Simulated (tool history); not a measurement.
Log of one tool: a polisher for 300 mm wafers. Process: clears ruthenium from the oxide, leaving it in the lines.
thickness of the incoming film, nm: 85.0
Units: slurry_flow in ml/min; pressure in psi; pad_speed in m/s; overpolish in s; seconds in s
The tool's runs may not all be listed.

run,hour,slurry_flow,pressure,pad_speed,overpolish,seconds
1,0,200,1.6,0.84,23,106.54
2,7.3,200,1.2,0.84,23,145.34
3,16.1,165,1.2,0.84,23,145.49
4,20.8,165,1.2,0.84,25,147.9
5,29.4,165,1.4,0.84,25,126.14
6,37.8,165,1.5,0.84,25,117.24
7,42,165,1.6,0.84,25,109.57
8,43.2,165,1.7,0.84,25,105.28

The next listed run, before its measurement:
9,49,165,1.8,0.84,25,?

{"run 9": {"seconds": 99.751}}
